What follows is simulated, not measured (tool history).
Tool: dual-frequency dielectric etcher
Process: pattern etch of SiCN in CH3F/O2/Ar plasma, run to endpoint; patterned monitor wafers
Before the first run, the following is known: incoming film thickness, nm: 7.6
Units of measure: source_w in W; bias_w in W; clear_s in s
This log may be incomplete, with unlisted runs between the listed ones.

Run 1, hour 0.0: source_w 480 W, bias_w 55 W. Result: clear_s 19.497 s.
Run 2, hour 2.9: source_w 450 W, bias_w 54 W. Result: clear_s 19.957 s.
Run 3, hour 4.3: source_w 530 W, bias_w 54 W. Result: clear_s 18.445 s.
Run 4, hour 10.5: source_w 490 W, bias_w 53 W. Result: clear_s 19.284 s.
Run 5, hour 18.2: source_w 440 W, bias_w 53 W. Result: clear_s 20.148 s.
Run 6, hour 23.1: source_w 360 W, bias_w 53 W. Result: clear_s 22.263 s.

Run 7 has not been measured yet. What should we expect?
Run 7, hour 25.2: source_w 370 W, bias_w 53 W. Result: clear_s ?.

clear_s: 21.992 s
